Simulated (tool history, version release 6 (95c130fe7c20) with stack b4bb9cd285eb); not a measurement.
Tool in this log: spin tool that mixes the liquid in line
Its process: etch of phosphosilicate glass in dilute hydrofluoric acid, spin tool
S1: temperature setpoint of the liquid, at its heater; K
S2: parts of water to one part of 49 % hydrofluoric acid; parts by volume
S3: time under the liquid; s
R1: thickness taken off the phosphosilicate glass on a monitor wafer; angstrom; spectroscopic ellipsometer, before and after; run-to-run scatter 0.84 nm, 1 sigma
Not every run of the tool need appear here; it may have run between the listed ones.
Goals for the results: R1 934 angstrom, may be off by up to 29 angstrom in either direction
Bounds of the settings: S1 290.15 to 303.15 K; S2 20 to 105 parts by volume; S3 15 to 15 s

run 1 hour=0 | S1=295.15 S2=55 S3=15 | R1=392.73
run 2 hour=8.6 | S1=295.15 S2=55 S3=15 | R1=399.88
run 3 hour=10.1 | S1=296.15 S2=50 S3=15 | R1=463.31
run 4 hour=12.6 | S1=296.15 S2=40 S3=15 | R1=578.4
run 5 hour=21.1 | S1=297.15 S2=40 S3=15 | R1=608.86
run 6 hour=25.8 | S1=297.15 S2=40 S3=15 | R1=620.69
run 7 hour=28.2 | S1=297.65 S2=40 S3=15 | R1=617.04
run 8 hour=36.8 | S1=298.15 S2=40 S3=15 | R1=647.74
run 9 hour=38.7 | S1=302.15 S2=30 S3=15 | R1=1013.8
run 10 hour=47.1 | S1=301.15 S2=30 S3=15 | R1=965.25

Exercise: of the 4 proposed moves below, exactly one satisfies all targets within the stated allowed misses. Which move is it?
run A hour=55.5 | S1=297.65 S2=30 S3=15 | R1=?
run B hour=55.5 | S1=300.15 S2=30 S3=15 | R1=?
run C hour=55.5 | S1=301.65 S2=30 S3=15 | R1=?
run D hour=55.5 | S1=302.15 S2=30 S3=15 | R1=?

move=A R1=838.91
move=B R1=930.16
move=C R1=988.71
move=D R1=1008.9
A: carries the result that was furthest off beyond its target, to the other side
B: meets every target
C: its largest miss is bigger than the last run's
D: its largest miss is bigger than the last run's
The move that meets every target is B.
